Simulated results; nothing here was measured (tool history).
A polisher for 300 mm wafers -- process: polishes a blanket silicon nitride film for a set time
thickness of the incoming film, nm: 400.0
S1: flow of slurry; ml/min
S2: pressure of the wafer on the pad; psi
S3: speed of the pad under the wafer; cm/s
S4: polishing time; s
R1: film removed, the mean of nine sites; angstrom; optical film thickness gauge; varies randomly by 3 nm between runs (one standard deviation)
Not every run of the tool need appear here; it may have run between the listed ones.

run,hour,S1,S2,S3,S4,R1
1,0.0,310,4.1,134,73,1618.9
2,5.3,310,4.1,122,73,1533.0
3,10.8,310,4.3,122,73,1583.9
4,16.8,310,4.5,122,73,1676.4
5,22.1,310,4.5,122,77,1796.4
6,28.1,310,3.5,122,77,1373.6
7,32.1,310,3.5,122,77,1420.1
8,36.3,310,3.5,122,77,1381.8

For run 9, what comes out?
9,44.2,310,3.8,124,77,?

{"run 9": {"R1": 1498.3}}
